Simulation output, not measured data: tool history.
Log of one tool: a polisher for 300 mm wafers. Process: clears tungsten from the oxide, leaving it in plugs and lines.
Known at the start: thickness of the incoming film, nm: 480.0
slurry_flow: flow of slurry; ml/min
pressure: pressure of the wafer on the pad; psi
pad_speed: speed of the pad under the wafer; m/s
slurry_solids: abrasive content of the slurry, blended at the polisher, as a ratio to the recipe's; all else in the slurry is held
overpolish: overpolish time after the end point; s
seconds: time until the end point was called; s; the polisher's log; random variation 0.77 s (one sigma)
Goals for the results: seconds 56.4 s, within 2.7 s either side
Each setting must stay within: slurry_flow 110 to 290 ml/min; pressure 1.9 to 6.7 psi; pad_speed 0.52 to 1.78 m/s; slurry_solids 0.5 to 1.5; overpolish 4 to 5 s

run  hour  slurry_flow  pressure  pad_speed  slurry_solids  overpolish  seconds
  1     0          185       4.3       1.14              1           5   68.184
  2   6.2          185       4.5       1.14              1           5   66.254
  3  13.7          185       4.5        0.9              1           5   81.693
  4  15.3          185       3.9        0.9              1           5   92.078
  5  17.6          185       4.5       0.92              1           5    79.91
  6  18.4          185       4.5       0.92            0.9           5   84.766
  7  19.6          190       5.7       0.96            0.9           5   63.035
  8  22.2          190       5.8       0.96            0.9           5   61.748
  9  23.5          190       5.9       0.96            0.9           5   60.789
 10    28          190         6       0.96            0.9           5   60.431

Exactly one of the 5 candidate moves below puts every result within its allowed miss. Which one?
  A  32.5          215       6.7        0.9            0.9           5        ?
  B  32.5          200       5.5          1            0.9           4        ?
  C  32.5          225       6.2       0.88           0.85           5        ?
  D  32.5          180       5.8       0.98           0.85           5        ?
  E  32.5          160       5.6       1.06           0.65           5        ?

move  seconds
   A   55.237
   B   61.068
   C   61.633
   D   60.989
   E   64.696
A: every result lands within tolerance
B: further off than the last run
C: further off than the last run
D: further off than the last run
E: further off than the last run
The move that meets every target is A.

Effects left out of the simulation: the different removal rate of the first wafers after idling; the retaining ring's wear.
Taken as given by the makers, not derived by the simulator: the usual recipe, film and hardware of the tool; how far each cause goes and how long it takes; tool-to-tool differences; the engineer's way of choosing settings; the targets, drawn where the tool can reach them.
